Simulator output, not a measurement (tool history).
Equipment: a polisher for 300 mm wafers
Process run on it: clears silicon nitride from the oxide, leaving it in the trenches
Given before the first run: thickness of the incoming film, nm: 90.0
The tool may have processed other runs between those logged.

| run | hour | flow of slurry (ml/min) | pressure of the wafer on the pad (psi) | speed of the pad under the wafer (m/s) | overpolish time after the end point (s) | time until the end point was called (s) |
|---|---|---|---|---|---|---|
| 1 | 0.0 | 310 | 1.8 | 1.08 | 4 | 124.22 |
| 2 | 1.3 | 310 | 1.8 | 1.08 | 4 | 128.38 |
| 3 | 6.8 | 305 | 1.5 | 0.96 | 4 | 168.33 |
| 4 | 11.9 | 305 | 1.3 | 0.88 | 4 | 210.57 |
| 5 | 16.1 | 345 | 1.3 | 0.88 | 4 | 201.39 |
| 6 | 23.4 | 345 | 1.3 | 0.88 | 4 | 210.53 |
| 7 | 26.0 | 345 | 1.2 | 0.84 | 4 | 240.68 |
| 8 | 28.9 | 345 | 1.2 | 0.84 | 4 | 229.43 |
| 9 | 32.0 | 345 | 1.1 | 0.80 | 4 | 260.59 |

Run 10, settings as shown, results not yet in. Your forecast:
| 10 | 34.8 | 345 | 1.0 | 0.78 | 4 | ? |

Run 10 gave time until the end point was called (s) 297.73.

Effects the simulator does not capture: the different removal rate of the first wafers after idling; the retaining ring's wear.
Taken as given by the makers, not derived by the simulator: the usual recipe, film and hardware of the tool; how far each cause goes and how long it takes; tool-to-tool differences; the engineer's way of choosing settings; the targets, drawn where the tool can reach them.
